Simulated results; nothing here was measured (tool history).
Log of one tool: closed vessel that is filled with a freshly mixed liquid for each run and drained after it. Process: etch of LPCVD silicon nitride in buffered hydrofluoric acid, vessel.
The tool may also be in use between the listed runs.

run	hour	temperature setpoint of the liquid (C)	parts of 40 % ammonium fluoride to one part of 49 % hydrofluoric acid (parts by volume)	time in the liquid (s)	thickness taken off the LPCVD silicon nitride on a monitor wafer (nm)
1	0.0	24.0	14.5	3025	30.109
2	9.5	24.0	14.5	3025	29.845
3	17.9	24.0	18.0	3025	24.383
4	20.2	22.0	18.0	3025	21.742
5	23.0	20.5	18.0	3025	19.939
6	30.0	19.5	18.0	3025	18.887
7	37.0	19.0	18.0	3025	18.435
# hour 46.5: thermometer replaced
8	46.5	17.0	18.5	3025	17.437

The next listed run, before its measurement:
9	48.9	17.0	19.0	3025	?

Run 9 measured thickness taken off the LPCVD silicon nitride on a monitor wafer (nm) 16.908.

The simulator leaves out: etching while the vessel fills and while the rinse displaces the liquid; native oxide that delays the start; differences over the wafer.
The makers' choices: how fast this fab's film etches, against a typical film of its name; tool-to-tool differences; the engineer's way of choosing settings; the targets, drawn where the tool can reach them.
